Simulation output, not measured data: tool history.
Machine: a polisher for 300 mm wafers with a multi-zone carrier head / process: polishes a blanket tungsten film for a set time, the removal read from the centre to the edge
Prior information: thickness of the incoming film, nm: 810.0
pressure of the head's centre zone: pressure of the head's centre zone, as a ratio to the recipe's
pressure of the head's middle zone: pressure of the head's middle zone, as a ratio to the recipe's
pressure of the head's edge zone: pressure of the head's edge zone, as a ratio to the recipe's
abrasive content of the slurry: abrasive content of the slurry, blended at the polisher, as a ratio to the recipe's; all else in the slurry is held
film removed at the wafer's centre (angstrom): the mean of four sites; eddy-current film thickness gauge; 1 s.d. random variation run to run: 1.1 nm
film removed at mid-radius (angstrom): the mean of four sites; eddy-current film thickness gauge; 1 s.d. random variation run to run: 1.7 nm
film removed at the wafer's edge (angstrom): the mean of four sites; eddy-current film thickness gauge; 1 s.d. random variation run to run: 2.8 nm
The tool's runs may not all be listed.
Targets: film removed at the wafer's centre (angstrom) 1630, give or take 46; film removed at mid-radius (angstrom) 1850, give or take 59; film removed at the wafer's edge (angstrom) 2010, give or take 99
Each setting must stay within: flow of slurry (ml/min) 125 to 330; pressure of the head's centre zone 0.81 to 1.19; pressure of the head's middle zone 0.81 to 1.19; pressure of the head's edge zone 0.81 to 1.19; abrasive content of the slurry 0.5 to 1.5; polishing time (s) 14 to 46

| run | hour | flow of slurry (ml/min) | pressure of the head's centre zone | pressure of the head's middle zone | pressure of the head's edge zone | abrasive content of the slurry | polishing time (s) | film removed at the wafer's centre (angstrom) | film removed at mid-radius (angstrom) | film removed at the wafer's edge (angstrom) |
|---|---|---|---|---|---|---|---|---|---|---|
| 1 | 0 | 210 | 1 | 1 | 1 | 1 | 30 | 1532.5 | 1540.8 | 1509.5 |
| 2 | 1.3 | 215 | 0.98 | 1 | 1.03 | 1.1 | 30 | 1523.2 | 1553.1 | 1574.9 |
| 3 | 3.3 | 215 | 0.98 | 0.95 | 1.03 | 1.1 | 30 | 1520.1 | 1491.8 | 1558.5 |
| 4 | 8.6 | 220 | 0.97 | 0.97 | 1.06 | 1.15 | 30 | 1551.5 | 1546.6 | 1601.2 |
| 5 | 9.9 | 220 | 0.97 | 0.93 | 1.06 | 1.15 | 30 | 1555.4 | 1499.6 | 1643.8 |
| 6 | 10.5 | 220 | 1.06 | 0.93 | 1.06 | 1.15 | 30 | 1703 | 1505.2 | 1604 |
| 7 | 18.3 | 225 | 1.03 | 0.95 | 1.08 | 1.2 | 30 | 1656.8 | 1555.1 | 1621.9 |
| 8 | 20 | 225 | 1.03 | 0.95 | 1.08 | 1.2 | 30 | 1655.6 | 1539 | 1604 |
| 9 | 28.5 | 225 | 1 | 0.95 | 1.09 | 1.25 | 31 | 1674.7 | 1574.7 | 1763.3 |
| 10 | 34.9 | 270 | 0.92 | 1.05 | 1.16 | 1.35 | 31 | 1644.4 | 1796.3 | 1888.3 |
| 11 | 40.2 | 270 | 0.91 | 1.05 | 1.16 | 1.35 | 31 | 1611.7 | 1828.8 | 1838.1 |
| 12 | 43.4 | 265 | 0.9 | 1.04 | 1.16 | 1.35 | 31 | 1581.5 | 1809.7 | 1821.9 |

Exactly one of the 5 candidate moves below puts every result within its allowed miss. Which one?
| A | 46.6 | 220 | 0.87 | 0.99 | 1.19 | 1.05 | 36 | ? | ? | ? |
| B | 46.6 | 250 | 1 | 1.13 | 1.08 | 1.3 | 30 | ? | ? | ? |
| C | 46.6 | 295 | 0.86 | 0.97 | 1.19 | 1.4 | 31 | ? | ? | ? |
| D | 46.6 | 260 | 0.9 | 0.99 | 1.18 | 1.35 | 31 | ? | ? | ? |
| E | 46.6 | 185 | 0.86 | 1.08 | 1.08 | 1.15 | 34 | ? | ? | ? |

| move | film removed at the wafer's centre (angstrom) | film removed at mid-radius (angstrom) | film removed at the wafer's edge (angstrom) |
|---|---|---|---|
| A | 1641.9 | 1874.2 | 1987.1 |
| B | 1682.4 | 1861.5 | 1668.8 |
| C | 1547.8 | 1750.6 | 1872.9 |
| D | 1583.2 | 1742 | 1829.6 |
| E | 1518.5 | 1893.2 | 1783.4 |
A: hits every target within its allowed miss
B: moves away from the targets compared with the last run
C: nearer the targets than the last run, but a result is still out of spec
D: roughly where the last run was
E: moves away from the targets compared with the last run
The right move is A.

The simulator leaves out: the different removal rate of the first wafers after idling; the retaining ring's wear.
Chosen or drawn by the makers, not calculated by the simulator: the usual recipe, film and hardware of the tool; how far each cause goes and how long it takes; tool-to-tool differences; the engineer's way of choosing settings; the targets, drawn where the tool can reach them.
